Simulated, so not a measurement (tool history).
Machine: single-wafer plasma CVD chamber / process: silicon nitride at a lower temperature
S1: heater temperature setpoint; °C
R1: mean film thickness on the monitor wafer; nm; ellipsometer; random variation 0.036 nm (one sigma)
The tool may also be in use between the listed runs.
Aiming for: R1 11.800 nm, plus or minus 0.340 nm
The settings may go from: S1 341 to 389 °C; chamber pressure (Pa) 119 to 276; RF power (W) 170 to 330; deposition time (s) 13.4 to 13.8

{"run": 1, "hour": 0.0, "S1": 365, "chamber pressure (Pa)": 197, "RF power (W)": 250, "deposition time (s)": 13.4, "R1": 14.842}
{"run": 2, "hour": 1.3, "S1": 365, "chamber pressure (Pa)": 180, "RF power (W)": 230, "deposition time (s)": 13.4, "R1": 13.521}
{"run": 3, "hour": 4.5, "S1": 365, "chamber pressure (Pa)": 145, "RF power (W)": 230, "deposition time (s)": 13.4, "R1": 12.818}
{"run": 4, "hour": 12.4, "S1": 365, "chamber pressure (Pa)": 139, "RF power (W)": 225, "deposition time (s)": 13.4, "R1": 12.38}
{"run": 5, "hour": 18.6, "S1": 365, "chamber pressure (Pa)": 160, "RF power (W)": 225, "deposition time (s)": 13.4, "R1": 12.813}
{"run": 6, "hour": 23.2, "S1": 365, "chamber pressure (Pa)": 160, "RF power (W)": 250, "deposition time (s)": 13.4, "R1": 14.153}
{"run": 7, "hour": 26.4, "S1": 365, "chamber pressure (Pa)": 127, "RF power (W)": 210, "deposition time (s)": 13.4, "R1": 11.293}
{"run": 8, "hour": 28.5, "S1": 365, "chamber pressure (Pa)": 127, "RF power (W)": 210, "deposition time (s)": 13.4, "R1": 11.389}
{"run": 9, "hour": 33.0, "S1": 365, "chamber pressure (Pa)": 131, "RF power (W)": 210, "deposition time (s)": 13.4, "R1": 11.41}

Which of these 5 next moves meets every target?
{"run": "A", "hour": 37.5, "S1": 366, "chamber pressure (Pa)": 140, "RF power (W)": 195, "deposition time (s)": 13.4, "R1": "?"}
{"run": "B", "hour": 37.5, "S1": 368, "chamber pressure (Pa)": 172, "RF power (W)": 210, "deposition time (s)": 13.8, "R1": "?"}
{"run": "C", "hour": 37.5, "S1": 356, "chamber pressure (Pa)": 119, "RF power (W)": 205, "deposition time (s)": 13.4, "R1": "?"}
{"run": "D", "hour": 37.5, "S1": 357, "chamber pressure (Pa)": 161, "RF power (W)": 220, "deposition time (s)": 13.4, "R1": "?"}
{"run": "E", "hour": 37.5, "S1": 371, "chamber pressure (Pa)": 152, "RF power (W)": 200, "deposition time (s)": 13.8, "R1": "?"}

move=A R1=10.876
move=B R1=12.637
move=C R1=10.984
move=D R1=12.666
move=E R1=11.695
A: lands further from the targets than the last run did
B: moves the result that the last run missed by most past its target, out the other side
C: lands further from the targets than the last run did
D: moves the result that the last run missed by most past its target, out the other side
E: every result within its allowed miss
Move E is the one to make.
